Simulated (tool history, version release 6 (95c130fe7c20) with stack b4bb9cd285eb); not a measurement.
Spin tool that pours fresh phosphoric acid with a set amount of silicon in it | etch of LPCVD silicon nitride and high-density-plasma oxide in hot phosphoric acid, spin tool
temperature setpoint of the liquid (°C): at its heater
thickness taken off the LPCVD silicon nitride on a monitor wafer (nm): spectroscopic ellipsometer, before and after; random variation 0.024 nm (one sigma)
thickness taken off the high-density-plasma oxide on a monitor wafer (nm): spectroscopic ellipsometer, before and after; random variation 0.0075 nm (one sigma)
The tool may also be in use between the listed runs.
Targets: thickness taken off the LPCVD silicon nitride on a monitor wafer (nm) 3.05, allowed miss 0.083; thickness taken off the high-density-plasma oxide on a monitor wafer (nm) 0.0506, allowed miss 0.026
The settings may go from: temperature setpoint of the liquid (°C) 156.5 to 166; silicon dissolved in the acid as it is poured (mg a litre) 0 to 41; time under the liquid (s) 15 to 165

run,hour,temperature setpoint of the liquid (°C),silicon dissolved in the acid as it is poured (mg a litre),time under the liquid (s),thickness taken off the LPCVD silicon nitride on a monitor wafer (nm),thickness taken off the high-density-plasma oxide on a monitor wafer (nm)
1,0,161,18,85,8.6315,0.28746
2,4.6,161,24.5,85,8.575,0.17853
3,5.5,161,18,85,8.6574,0.17174
4,8.8,159.5,25.5,60,5.6649,0.11607
5,12.3,158.5,27.5,50,4.5777,0.10274
6,14.5,158.5,27.5,15,1.3723,0.022241
7,22.1,161,39,40,3.9947,0.037419
8,23.8,160.5,35,40,3.9495,0.062845
9,30.5,160.5,32,40,3.9442,0.066935
10,38.5,159.5,31.5,40,3.8136,0.062664
11,40.6,160.5,29.5,40,4.0076,0.071953
12,47.1,158,28.5,25,2.2803,0.035581
13,54.2,158.5,31.5,25,2.3096,0.035134
14,59.1,158.5,31.5,25,2.3036,0.033072
15,66.4,160.5,32.5,25,2.4855,0.046363
16,69.3,161.5,35,25,2.5233,0.039818
17,74.7,162,36,25,2.5395,0.040935
18,80.8,162.5,37,25,2.6461,0.0408
19,85.7,163,37.5,25,2.6615,0.032465
20,88.2,163,36,30,3.2389,0.045788
21,92.7,162,34.5,25,2.6053,0.036682
22,99.6,162,35,25,2.5757,0.043871
23,106.7,162,35,25,2.5906,0.035392
24,114.4,162,35.5,25,2.5537,0.038702
25,115.9,162.5,36,25,2.5959,0.046109

Which of these 5 next moves meets every target?
A,117.4,163,30.5,30,?,?
B,117.4,161.5,33,30,?,?
C,117.4,165,36.5,25,?,?
D,117.4,165.5,11.5,25,?,?
E,117.4,163,34.5,30,?,?

move,thickness taken off the LPCVD silicon nitride on a monitor wafer (nm),thickness taken off the high-density-plasma oxide on a monitor wafer (nm)
A,3.1879,0.066872
B,3.0328,0.053793
C,2.8377,0.04867
D,2.8846,0.11865
E,3.1879,0.055954
A: takes the result that was furthest off past its target
B: meets every target
C: nearer than the last run, and not there yet
D: nearer than the last run, and not there yet
E: takes the result that was furthest off past its target
Move B is the one to make.
